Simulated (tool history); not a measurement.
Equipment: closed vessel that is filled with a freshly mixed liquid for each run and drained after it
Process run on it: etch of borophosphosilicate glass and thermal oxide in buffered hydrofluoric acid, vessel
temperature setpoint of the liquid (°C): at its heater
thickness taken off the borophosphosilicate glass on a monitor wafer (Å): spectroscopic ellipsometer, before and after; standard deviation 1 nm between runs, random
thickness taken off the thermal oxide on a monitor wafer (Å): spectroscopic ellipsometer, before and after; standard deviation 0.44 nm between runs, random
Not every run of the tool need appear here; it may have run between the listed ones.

run,hour,temperature setpoint of the liquid (°C),parts of 40 % ammonium fluoride to one part of 49 % hydrofluoric acid (parts by volume),time in the liquid (s),thickness taken off the borophosphosilicate glass on a monitor wafer (Å),thickness taken off the thermal oxide on a monitor wafer (Å)
1,0.0,23.0,12,60,860.80,533.20
2,2.7,19.5,12,60,702.06,435.69
3,9.9,19.5,14,60,599.90,377.87
4,11.7,21.0,14,60,654.94,406.22
5,13.3,22.5,14,60,717.12,441.86
6,15.0,24.0,14,60,781.87,485.01

Run 7 comes next. What will it give?
7,17.0,25.0,14,60,?,?

Run 7 measured thickness taken off the borophosphosilicate glass on a monitor wafer (Å) 807.88, thickness taken off the thermal oxide on a monitor wafer (Å) 509.27.

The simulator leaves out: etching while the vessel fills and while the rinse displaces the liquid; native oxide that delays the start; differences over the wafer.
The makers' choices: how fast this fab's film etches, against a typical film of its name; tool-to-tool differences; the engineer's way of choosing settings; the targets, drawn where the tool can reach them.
